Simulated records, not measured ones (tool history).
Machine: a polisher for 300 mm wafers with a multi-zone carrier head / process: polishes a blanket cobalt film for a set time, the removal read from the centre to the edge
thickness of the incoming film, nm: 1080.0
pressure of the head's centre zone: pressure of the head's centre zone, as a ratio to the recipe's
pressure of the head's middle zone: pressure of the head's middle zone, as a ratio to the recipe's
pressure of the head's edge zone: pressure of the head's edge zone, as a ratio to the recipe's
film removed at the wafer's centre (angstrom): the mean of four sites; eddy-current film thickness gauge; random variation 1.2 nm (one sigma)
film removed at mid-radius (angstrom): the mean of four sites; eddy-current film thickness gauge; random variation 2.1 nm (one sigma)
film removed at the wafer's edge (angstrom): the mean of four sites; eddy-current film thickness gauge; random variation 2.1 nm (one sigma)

run,day,flow of slurry (ml/min),pressure of the head's centre zone,pressure of the head's middle zone,pressure of the head's edge zone,polishing time (s),film removed at the wafer's centre (angstrom),film removed at mid-radius (angstrom),film removed at the wafer's edge (angstrom)
1,0.000,200,1.00,1.00,1.00,46,1291.20,1285.5,1264.4
2,0.129,200,0.92,1.00,1.00,46,1188.70,1280.4,1292.7
3,0.192,200,0.92,1.00,1.00,37,956.64,1029.8,1019.1
4,0.483,230,0.92,1.00,1.00,37,958.16,1066.1,1040.4
5,0.575,230,0.92,1.00,1.00,45,1173.30,1294.2,1285.6
6,0.858,230,0.97,1.00,1.00,45,1256.50,1289.7,1245.0
7,1.029,225,0.99,1.01,1.01,47,1329.80,1347.6,1321.8
8,1.317,280,1.09,1.11,1.09,55,1761.50,1730.0,1593.1
9,1.608,280,1.10,1.11,1.10,55,1772.60,1725.4,1596.5
10,1.800,280,1.11,1.11,1.11,55,1786.60,1725.9,1619.3

Forecast run 11:
11,1.896,280,1.12,1.11,1.11,55,?,?,?

film removed at the wafer's centre (angstrom): 1803.40
film removed at mid-radius (angstrom): 1733.7
film removed at the wafer's edge (angstrom): 1659.7

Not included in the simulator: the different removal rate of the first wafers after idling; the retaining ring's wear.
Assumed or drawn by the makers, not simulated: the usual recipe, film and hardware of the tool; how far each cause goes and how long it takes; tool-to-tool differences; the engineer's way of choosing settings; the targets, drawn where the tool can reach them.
